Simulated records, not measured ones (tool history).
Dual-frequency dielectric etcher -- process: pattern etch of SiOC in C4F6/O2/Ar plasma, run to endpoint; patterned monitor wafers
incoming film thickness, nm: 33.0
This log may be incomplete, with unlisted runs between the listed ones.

run	hour	bias power (W)	source power (W)	endpoint time (s)
1	0.0	434	400	11.776
2	7.9	412	400	11.979
3	12.4	412	370	12.532
4	18.2	412	420	11.695
5	21.8	393	420	11.825
# hour 28.8: wet clean of the chamber
6	28.8	376	410	11.806
7	32.3	290	330	14.513

Estimate the outcome of run 8 from the log above:
8	35.9	300	330	?

For run 8 the tool returned endpoint time (s) 14.390.

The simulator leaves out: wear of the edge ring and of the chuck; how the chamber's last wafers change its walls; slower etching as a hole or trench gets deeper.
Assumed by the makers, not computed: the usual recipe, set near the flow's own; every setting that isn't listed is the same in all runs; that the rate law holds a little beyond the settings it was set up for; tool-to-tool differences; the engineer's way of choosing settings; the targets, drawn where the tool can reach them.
